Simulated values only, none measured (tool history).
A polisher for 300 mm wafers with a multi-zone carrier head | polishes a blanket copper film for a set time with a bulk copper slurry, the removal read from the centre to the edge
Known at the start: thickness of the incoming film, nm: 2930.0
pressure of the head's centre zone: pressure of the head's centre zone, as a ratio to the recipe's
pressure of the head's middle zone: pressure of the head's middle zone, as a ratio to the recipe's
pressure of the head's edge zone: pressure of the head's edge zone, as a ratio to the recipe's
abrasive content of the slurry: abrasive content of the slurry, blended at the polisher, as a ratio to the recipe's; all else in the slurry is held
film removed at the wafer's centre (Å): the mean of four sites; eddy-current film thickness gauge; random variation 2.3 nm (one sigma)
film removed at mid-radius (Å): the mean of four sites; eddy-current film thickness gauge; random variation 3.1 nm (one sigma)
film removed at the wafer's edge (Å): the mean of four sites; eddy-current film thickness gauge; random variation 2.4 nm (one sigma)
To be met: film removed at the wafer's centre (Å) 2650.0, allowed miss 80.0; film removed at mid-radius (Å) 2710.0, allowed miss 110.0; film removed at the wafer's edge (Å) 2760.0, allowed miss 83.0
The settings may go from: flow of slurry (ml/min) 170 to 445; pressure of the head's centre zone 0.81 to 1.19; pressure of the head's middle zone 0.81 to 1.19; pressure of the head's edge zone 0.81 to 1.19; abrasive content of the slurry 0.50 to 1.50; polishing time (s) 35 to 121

run,hour,flow of slurry (ml/min),pressure of the head's centre zone,pressure of the head's middle zone,pressure of the head's edge zone,abrasive content of the slurry,polishing time (s),film removed at the wafer's centre (Å),film removed at mid-radius (Å),film removed at the wafer's edge (Å)
1,0.0,285,1.00,1.00,1.00,1.00,78,4077.6,4156.3,3997.3
2,3.8,285,0.94,1.00,1.00,1.00,78,3778.7,4141.5,3964.3
3,6.6,285,0.94,1.00,0.96,1.00,78,3775.6,4196.2,3934.0
4,7.2,220,0.94,1.00,0.96,1.00,78,3633.8,4011.0,3787.5
5,9.2,220,0.94,1.00,0.96,1.00,95,4404.7,4909.2,4713.3
# hour 16.9: worn pad replaced by a new one
6,16.9,220,0.94,1.06,0.96,1.00,95,5087.9,5745.2,5372.7
7,20.8,215,0.94,1.02,0.95,0.95,94,4948.4,5567.0,5224.8
8,24.1,230,0.94,0.99,0.94,1.05,93,4983.2,5560.5,5232.2
9,27.2,255,0.95,1.01,0.98,0.95,90,4945.0,5403.0,5132.6
10,32.2,245,0.95,0.98,0.97,1.05,88,4865.2,5234.7,5133.2

Which of these 4 next moves meets every target?
A,37.2,265,0.93,0.86,0.99,0.90,46,?,?,?
B,37.2,215,0.97,0.83,1.15,1.10,48,?,?,?
C,37.2,315,1.09,1.09,0.83,0.80,63,?,?,?
D,37.2,255,0.95,0.92,0.97,0.60,52,?,?,?

move,film removed at the wafer's centre (Å),film removed at mid-radius (Å),film removed at the wafer's edge (Å)
A,2456.5,2407.3,2647.1
B,2666.6,2454.9,2976.1
C,3973.0,3878.5,3360.4
D,2682.5,2689.7,2806.7
A: takes the result that was furthest off past its target
B: nearer than the last run, and not there yet
C: nearer than the last run, and not there yet
D: meets every target
The right move is D.
